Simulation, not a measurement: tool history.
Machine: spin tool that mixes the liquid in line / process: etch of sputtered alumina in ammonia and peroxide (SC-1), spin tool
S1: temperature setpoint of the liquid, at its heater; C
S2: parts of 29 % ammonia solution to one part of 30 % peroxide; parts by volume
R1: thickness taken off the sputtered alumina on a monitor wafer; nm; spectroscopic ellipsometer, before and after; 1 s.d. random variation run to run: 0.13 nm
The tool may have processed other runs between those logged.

{"run": 1, "day": 0.0, "S1": 56, "S2": 0.8, "time under the liquid (s)": 280, "R1": 17.276}
{"run": 2, "day": 0.292, "S1": 51.5, "S2": 0.8, "time under the liquid (s)": 280, "R1": 13.416}
{"run": 3, "day": 0.392, "S1": 54, "S2": 0.8, "time under the liquid (s)": 280, "R1": 15.553}
{"run": 4, "day": 0.442, "S1": 55.5, "S2": 0.8, "time under the liquid (s)": 280, "R1": 16.567}
{"run": 5, "day": 0.575, "S1": 55.5, "S2": 1.1, "time under the liquid (s)": 280, "R1": 17.241}
{"run": 6, "day": 0.683, "S1": 55.5, "S2": 0.9, "time under the liquid (s)": 280, "R1": 16.862}
{"run": 7, "day": 0.912, "S1": 60, "S2": 0.9, "time under the liquid (s)": 280, "R1": 21.163}

Forecast run 8:
{"run": 8, "day": 0.967, "S1": 60, "S2": 0.9, "time under the liquid (s)": 280, "R1": "?"}

{"run 8": {"R1": 21.317}}
